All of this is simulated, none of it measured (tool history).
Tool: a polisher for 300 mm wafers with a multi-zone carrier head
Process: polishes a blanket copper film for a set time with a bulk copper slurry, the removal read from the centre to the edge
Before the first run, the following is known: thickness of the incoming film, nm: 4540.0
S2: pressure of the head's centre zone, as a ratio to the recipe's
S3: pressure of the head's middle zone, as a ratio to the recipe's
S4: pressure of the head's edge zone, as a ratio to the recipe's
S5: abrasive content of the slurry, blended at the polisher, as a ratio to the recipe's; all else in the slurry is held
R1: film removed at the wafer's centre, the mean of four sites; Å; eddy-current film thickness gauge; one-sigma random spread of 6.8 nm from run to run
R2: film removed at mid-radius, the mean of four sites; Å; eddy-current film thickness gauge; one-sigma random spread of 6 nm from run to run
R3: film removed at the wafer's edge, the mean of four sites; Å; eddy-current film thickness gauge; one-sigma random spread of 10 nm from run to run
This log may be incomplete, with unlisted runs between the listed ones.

{"run": 1, "hour": 0.0, "flow of slurry (ml/min)": 270, "S2": 1, "S3": 1, "S4": 1, "S5": 1, "polishing time (s)": 75, "R1": 5746.4, "R2": 5727.2, "R3": 5776.7}
{"run": 2, "hour": 7.4, "flow of slurry (ml/min)": 270, "S2": 1.01, "S3": 1, "S4": 1.02, "S5": 1.05, "polishing time (s)": 76, "R1": 5962.9, "R2": 5727.7, "R3": 5977.3}
{"run": 3, "hour": 8.8, "flow of slurry (ml/min)": 270, "S2": 1.01, "S3": 1, "S4": 1.02, "S5": 1.05, "polishing time (s)": 91, "R1": 7112.9, "R2": 6998.3, "R3": 7200.8}
{"run": 4, "hour": 16.0, "flow of slurry (ml/min)": 275, "S2": 1.01, "S3": 1, "S4": 1.03, "S5": 1.1, "polishing time (s)": 91, "R1": 7301.7, "R2": 6994.5, "R3": 7373.2}
{"run": 5, "hour": 17.9, "flow of slurry (ml/min)": 275, "S2": 1.01, "S3": 1, "S4": 0.97, "S5": 1.1, "polishing time (s)": 91, "R1": 7381.9, "R2": 7039.1, "R3": 7140.4}
{"run": 6, "hour": 20.4, "flow of slurry (ml/min)": 280, "S2": 1.01, "S3": 1, "S4": 0.99, "S5": 1.1, "polishing time (s)": 91, "R1": 7359.1, "R2": 6982.4, "R3": 7355.7}
{"run": 7, "hour": 26.8, "flow of slurry (ml/min)": 290, "S2": 1.01, "S3": 1.01, "S4": 1, "S5": 1.1, "polishing time (s)": 91, "R1": 7258.1, "R2": 7173.5, "R3": 7282.8}
{"run": 8, "hour": 28.9, "flow of slurry (ml/min)": 295, "S2": 1.01, "S3": 1.01, "S4": 1.01, "S5": 1.15, "polishing time (s)": 91, "R1": 7307.6, "R2": 7199.3, "R3": 7480.1}
{"run": 9, "hour": 36.4, "flow of slurry (ml/min)": 295, "S2": 1.01, "S3": 1.01, "S4": 1.01, "S5": 1.15, "polishing time (s)": 91, "R1": 7437.5, "R2": 7198, "R3": 7541}
{"run": 10, "hour": 40.9, "flow of slurry (ml/min)": 300, "S2": 1.01, "S3": 1.01, "S4": 1.02, "S5": 1.15, "polishing time (s)": 91, "R1": 7379.7, "R2": 7266.8, "R3": 7477.8}

What will run 11 give?
{"run": 11, "hour": 46.3, "flow of slurry (ml/min)": 300, "S2": 1.01, "S3": 1.01, "S4": 1.03, "S5": 1.15, "polishing time (s)": 91, "R1": "?", "R2": "?", "R3": "?"}

For run 11 the tool returned R1 7460.6 Å, R2 7190.3 Å, R3 7517.5 Å.
